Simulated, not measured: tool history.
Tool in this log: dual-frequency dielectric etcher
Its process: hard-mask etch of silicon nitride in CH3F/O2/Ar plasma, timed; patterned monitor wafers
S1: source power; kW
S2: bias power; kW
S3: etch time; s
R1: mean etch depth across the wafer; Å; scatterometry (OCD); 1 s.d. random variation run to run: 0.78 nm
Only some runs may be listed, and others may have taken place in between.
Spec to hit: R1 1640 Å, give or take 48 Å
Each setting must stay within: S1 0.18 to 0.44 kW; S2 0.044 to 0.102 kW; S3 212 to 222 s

{"run": 1, "hour": 0.0, "S1": 0.31, "S2": 0.073, "S3": 212, "R1": 1406.9}
{"run": 2, "hour": 3.3, "S1": 0.31, "S2": 0.068, "S3": 212, "R1": 1351.1}
{"run": 3, "hour": 8.7, "S1": 0.31, "S2": 0.077, "S3": 212, "R1": 1448}
{"run": 4, "hour": 17.6, "S1": 0.33, "S2": 0.078, "S3": 212.5, "R1": 1501.8}
{"run": 5, "hour": 22.5, "S1": 0.33, "S2": 0.065, "S3": 212.5, "R1": 1349.7}
{"run": 6, "hour": 29.3, "S1": 0.33, "S2": 0.065, "S3": 222, "R1": 1418.5}
{"run": 7, "hour": 38.2, "S1": 0.35, "S2": 0.068, "S3": 222, "R1": 1483.5}
{"run": 8, "hour": 40.8, "S1": 0.37, "S2": 0.07, "S3": 222, "R1": 1536.4}
{"run": 9, "hour": 48.5, "S1": 0.38, "S2": 0.071, "S3": 222, "R1": 1550.5}

Of the 5 settings listed for the next run, only one would bring every result within its allowed miss of target. Which one?
{"run": "A", "hour": 56.2, "S1": 0.39, "S2": 0.075, "S3": 222, "R1": "?"}
{"run": "B", "hour": 56.2, "S1": 0.4, "S2": 0.062, "S3": 212, "R1": "?"}
{"run": "C", "hour": 56.2, "S1": 0.38, "S2": 0.086, "S3": 222, "R1": "?"}
{"run": "D", "hour": 56.2, "S1": 0.38, "S2": 0.07, "S3": 212, "R1": "?"}
{"run": "E", "hour": 56.2, "S1": 0.36, "S2": 0.072, "S3": 218.5, "R1": "?"}

move=A R1=1640.3
move=B R1=1422.6
move=C R1=1747.5
move=D R1=1492.1
move=E R1=1528.2
A: each result inside its tolerance
B: misses by more than the last run did
C: pushes the last run's worst result past its target
D: misses by more than the last run did
E: misses by more than the last run did
So the answer is move A, the one that meets all the targets.
